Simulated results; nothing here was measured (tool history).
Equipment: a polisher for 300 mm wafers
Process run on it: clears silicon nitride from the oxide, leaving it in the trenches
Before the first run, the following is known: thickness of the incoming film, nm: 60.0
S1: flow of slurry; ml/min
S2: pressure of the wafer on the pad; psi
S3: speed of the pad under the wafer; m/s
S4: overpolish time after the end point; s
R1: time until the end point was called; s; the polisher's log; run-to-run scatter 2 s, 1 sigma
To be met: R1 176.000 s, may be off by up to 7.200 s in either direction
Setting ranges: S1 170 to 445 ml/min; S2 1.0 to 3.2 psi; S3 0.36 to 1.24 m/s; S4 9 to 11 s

{"run": 1, "hour": 0.0, "S1": 285, "S2": 2.1, "S3": 0.8, "S4": 11, "R1": 100.98}
{"run": 2, "hour": 4.3, "S1": 245, "S2": 2.1, "S3": 0.8, "S4": 11, "R1": 102.64}
{"run": 3, "hour": 7.4, "S1": 245, "S2": 2.1, "S3": 1.0, "S4": 11, "R1": 82.014}
{"run": 4, "hour": 15.0, "S1": 245, "S2": 2.0, "S3": 0.98, "S4": 11, "R1": 88.34}
{"run": 5, "hour": 18.4, "S1": 245, "S2": 2.0, "S3": 1.16, "S4": 11, "R1": 74.779}
{"run": 6, "hour": 26.8, "S1": 245, "S2": 2.0, "S3": 1.06, "S4": 11, "R1": 81.345}
{"run": 7, "hour": 30.3, "S1": 245, "S2": 1.9, "S3": 1.02, "S4": 11, "R1": 87.729}
{"run": 8, "hour": 35.8, "S1": 245, "S2": 1.8, "S3": 0.98, "S4": 11, "R1": 94.291}
{"run": 9, "hour": 37.9, "S1": 245, "S2": 1.7, "S3": 0.94, "S4": 11, "R1": 103.7}
{"run": 10, "hour": 39.1, "S1": 245, "S2": 1.6, "S3": 0.92, "S4": 11, "R1": 111.44}
{"run": 11, "hour": 47.9, "S1": 245, "S2": 1.6, "S3": 0.92, "S4": 11, "R1": 113.31}
{"run": 12, "hour": 56.3, "S1": 245, "S2": 1.5, "S3": 0.9, "S4": 11, "R1": 120.12}
{"run": 13, "hour": 62.8, "S1": 245, "S2": 1.4, "S3": 0.88, "S4": 11, "R1": 130.83}
{"run": 14, "hour": 67.8, "S1": 240, "S2": 1.0, "S3": 0.8, "S4": 11, "R1": 186.18}

Pick the move, out of 4, that brings all results within their allowed miss; only one does.
{"run": "A", "hour": 72.8, "S1": 295, "S2": 1.1, "S3": 0.84, "S4": 11, "R1": "?"}
{"run": "B", "hour": 72.8, "S1": 210, "S2": 1.1, "S3": 0.74, "S4": 9, "R1": "?"}
{"run": "C", "hour": 72.8, "S1": 210, "S2": 1.1, "S3": 0.88, "S4": 9, "R1": "?"}
{"run": "D", "hour": 72.8, "S1": 215, "S2": 1.0, "S3": 0.86, "S4": 11, "R1": "?"}

move=A R1=159.190
move=B R1=187.670
move=C R1=158.630
move=D R1=173.320
A: carries the result that was furthest off beyond its target, to the other side
B: moves away from the targets compared with the last run
C: carries the result that was furthest off beyond its target, to the other side
D: each result inside its tolerance
The right move is D.
